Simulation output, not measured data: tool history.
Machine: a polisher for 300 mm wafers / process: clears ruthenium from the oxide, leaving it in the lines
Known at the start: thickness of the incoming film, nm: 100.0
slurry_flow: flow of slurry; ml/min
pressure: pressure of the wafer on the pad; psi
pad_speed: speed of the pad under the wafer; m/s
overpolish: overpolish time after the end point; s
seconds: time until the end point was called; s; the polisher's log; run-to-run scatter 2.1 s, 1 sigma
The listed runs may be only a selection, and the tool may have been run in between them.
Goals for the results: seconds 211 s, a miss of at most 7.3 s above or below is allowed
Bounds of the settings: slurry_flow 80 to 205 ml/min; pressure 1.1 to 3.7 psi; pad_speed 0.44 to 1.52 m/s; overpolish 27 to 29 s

run  hour  slurry_flow  pressure  pad_speed  overpolish  seconds
  1     0          135       2.4       0.98          27   88.519
  2   7.6          135       2.7       0.98          27   78.121
  3  15.8          135       2.2       0.98          27   95.876
  4  22.1          135       2.6       0.98          27   81.302
  5  24.2          135       2.6       0.98          29   80.559
  6  25.2          130       2.3       0.92          29   98.999
  7  28.9          105       1.7        0.7          29   179.39
  8  34.8          100       1.7        0.7          29   178.05
  9  43.6          100       1.6        0.7          29   192.86

Which single option among these 4 for the next run brings every result within its allowed miss of target? Just one does.
  A  52.4           90       1.4        0.7          29        ?
  B  52.4          115       1.9       0.58          29        ?
  C  52.4          130       1.9        0.5          29        ?
  D  52.4           90       1.6       0.82          27        ?

move  seconds
   A   221.48
   B   186.93
   C   209.92
   D    167.5
A: takes the result that was furthest off past its target
B: lands further from the targets than the last run did
C: each result inside its tolerance
D: lands further from the targets than the last run did
C is the move that brings every result within its allowed miss.
